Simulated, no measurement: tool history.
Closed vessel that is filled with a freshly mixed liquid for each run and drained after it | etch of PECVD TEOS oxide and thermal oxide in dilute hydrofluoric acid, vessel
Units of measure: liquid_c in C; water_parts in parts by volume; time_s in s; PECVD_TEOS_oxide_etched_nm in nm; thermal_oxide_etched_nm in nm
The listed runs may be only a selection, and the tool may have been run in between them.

Run 1, hour 0: liquid_c 25 C, water_parts 205 parts by volume, time_s 355 s. Result: PECVD_TEOS_oxide_etched_nm 16.446 nm, thermal_oxide_etched_nm 7.3054 nm.
Run 2, hour 2.2: liquid_c 27 C, water_parts 205 parts by volume, time_s 355 s. Result: PECVD_TEOS_oxide_etched_nm 17.514 nm, thermal_oxide_etched_nm 7.9058 nm.
Run 3, hour 4.6: liquid_c 24.5 C, water_parts 205 parts by volume, time_s 355 s. Result: PECVD_TEOS_oxide_etched_nm 15.896 nm, thermal_oxide_etched_nm 7.2531 nm.
Run 4, hour 11.2: liquid_c 23 C, water_parts 210 parts by volume, time_s 355 s. Result: PECVD_TEOS_oxide_etched_nm 14.407 nm, thermal_oxide_etched_nm 6.6345 nm.
Run 5, hour 13.4: liquid_c 23 C, water_parts 210 parts by volume, time_s 435 s. Result: PECVD_TEOS_oxide_etched_nm 18.087 nm, thermal_oxide_etched_nm 8.1796 nm.
Run 6, hour 22: liquid_c 21.5 C, water_parts 220 parts by volume, time_s 435 s. Result: PECVD_TEOS_oxide_etched_nm 16.179 nm, thermal_oxide_etched_nm 7.2066 nm.
Run 7, hour 26.9: liquid_c 20.5 C, water_parts 225 parts by volume, time_s 430 s. Result: PECVD_TEOS_oxide_etched_nm 15.071 nm, thermal_oxide_etched_nm 6.7445 nm.
Run 8, hour 33.3: liquid_c 19.5 C, water_parts 230 parts by volume, time_s 430 s. Result: PECVD_TEOS_oxide_etched_nm 13.771 nm, thermal_oxide_etched_nm 6.4781 nm.

Forecast run 9:
Run 9, hour 39.5: liquid_c 19.5 C, water_parts 240 parts by volume, time_s 435 s. Result: PECVD_TEOS_oxide_etched_nm ?, thermal_oxide_etched_nm ?.

{"run 9": {"PECVD_TEOS_oxide_etched_nm": 13.337, "thermal_oxide_etched_nm": 6.024}}

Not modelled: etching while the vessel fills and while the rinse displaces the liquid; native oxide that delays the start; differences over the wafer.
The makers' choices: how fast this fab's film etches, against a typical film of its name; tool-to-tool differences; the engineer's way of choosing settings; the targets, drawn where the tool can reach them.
